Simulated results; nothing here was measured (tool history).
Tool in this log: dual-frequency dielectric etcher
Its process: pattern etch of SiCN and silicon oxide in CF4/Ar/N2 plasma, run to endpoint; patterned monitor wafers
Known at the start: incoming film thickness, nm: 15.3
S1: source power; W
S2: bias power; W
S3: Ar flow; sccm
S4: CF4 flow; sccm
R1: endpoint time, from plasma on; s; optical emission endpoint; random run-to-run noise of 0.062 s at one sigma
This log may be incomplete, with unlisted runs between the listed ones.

| run | hour | S1 | S2 | S3 | S4 | R1 |
|---|---|---|---|---|---|---|
| 1 | 0.0 | 500 | 53 | 87 | 50 | 19.817 |
| 2 | 7.1 | 520 | 53 | 87 | 50 | 19.135 |
| 3 | 10.4 | 520 | 53 | 87 | 43 | 19.723 |
| 4 | 17.8 | 520 | 53 | 87 | 35 | 20.332 |
| 5 | 21.4 | 540 | 53 | 87 | 35 | 19.671 |
| 6 | 26.9 | 540 | 49 | 87 | 35 | 19.829 |
| 7 | 32.0 | 560 | 49 | 87 | 35 | 19.227 |

What does the tool deliver on the next run?
| 8 | 36.0 | 580 | 49 | 87 | 35 | ? |

Logged for run 8: R1 18.800 s.
